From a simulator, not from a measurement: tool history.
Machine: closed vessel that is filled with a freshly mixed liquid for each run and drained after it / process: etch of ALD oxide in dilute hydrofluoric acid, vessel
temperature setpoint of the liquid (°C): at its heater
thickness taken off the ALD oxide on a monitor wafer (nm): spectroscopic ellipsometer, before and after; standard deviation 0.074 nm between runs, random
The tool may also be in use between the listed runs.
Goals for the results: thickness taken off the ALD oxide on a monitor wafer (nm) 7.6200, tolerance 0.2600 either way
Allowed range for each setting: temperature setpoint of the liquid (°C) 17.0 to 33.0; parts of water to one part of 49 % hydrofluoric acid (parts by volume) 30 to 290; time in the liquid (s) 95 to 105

| run | hour | temperature setpoint of the liquid (°C) | parts of water to one part of 49 % hydrofluoric acid (parts by volume) | time in the liquid (s) | thickness taken off the ALD oxide on a monitor wafer (nm) |
|---|---|---|---|---|---|
| 1 | 0.0 | 25.0 | 160 | 95 | 10.6760 |
| 2 | 8.5 | 23.5 | 160 | 95 | 10.3650 |
| 3 | 14.9 | 22.5 | 165 | 95 | 9.3727 |
| 4 | 22.5 | 21.5 | 165 | 95 | 9.1909 |
| 5 | 25.2 | 20.5 | 165 | 95 | 8.8576 |
| 6 | 29.8 | 20.0 | 165 | 95 | 8.4138 |
| 7 | 33.3 | 19.5 | 165 | 95 | 8.4333 |
| 8 | 35.1 | 19.0 | 165 | 95 | 8.2565 |
| 9 | 39.3 | 18.5 | 165 | 95 | 7.9444 |
| 10 | 43.4 | 18.0 | 165 | 95 | 8.0605 |

Which one of the following 5 next-run settings gets every result inside its allowed miss? There is exactly one.
| A | 47.5 | 17.5 | 155 | 95 | ? |
| B | 47.5 | 17.0 | 160 | 105 | ? |
| C | 47.5 | 17.0 | 155 | 100 | ? |
| D | 47.5 | 19.0 | 175 | 95 | ? |
| E | 47.5 | 17.0 | 155 | 95 | ? |

| move | thickness taken off the ALD oxide on a monitor wafer (nm) |
|---|---|
| A | 8.1689 |
| B | 8.5290 |
| C | 8.4253 |
| D | 7.5351 |
| E | 8.0040 |
A: moves away from the targets compared with the last run
B: moves away from the targets compared with the last run
C: moves away from the targets compared with the last run
D: every result lands within tolerance
E: closes in on the targets versus the last run, not all within tolerance yet
Answer: D

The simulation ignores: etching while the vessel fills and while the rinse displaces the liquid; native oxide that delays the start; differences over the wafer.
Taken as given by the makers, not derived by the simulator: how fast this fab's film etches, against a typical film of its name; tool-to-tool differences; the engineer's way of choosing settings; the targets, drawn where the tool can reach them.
